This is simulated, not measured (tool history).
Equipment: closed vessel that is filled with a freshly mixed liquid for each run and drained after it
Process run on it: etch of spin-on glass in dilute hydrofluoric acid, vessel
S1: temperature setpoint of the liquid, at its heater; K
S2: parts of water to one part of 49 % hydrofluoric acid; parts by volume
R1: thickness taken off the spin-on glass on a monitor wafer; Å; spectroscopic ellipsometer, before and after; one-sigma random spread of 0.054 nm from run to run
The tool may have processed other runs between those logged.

run 1 hour=0 | S1=298.15 S2=285 time_in_the_liquid_(s)=130 | R1=107.38
run 2 hour=2.1 | S1=298.15 S2=210 time_in_the_liquid_(s)=130 | R1=155.79
run 3 hour=3.1 | S1=298.15 S2=130 time_in_the_liquid_(s)=130 | R1=278.96
run 4 hour=6 | S1=295.65 S2=190 time_in_the_liquid_(s)=130 | R1=162.43
run 5 hour=14 | S1=295.65 S2=230 time_in_the_liquid_(s)=130 | R1=128.53
run 6 hour=17.7 | S1=295.65 S2=230 time_in_the_liquid_(s)=130 | R1=128.39

What does the tool deliver on the next run?
run 7 hour=26.5 | S1=293.65 S2=245 time_in_the_liquid_(s)=130 | R1=?

R1: 108.71 Å
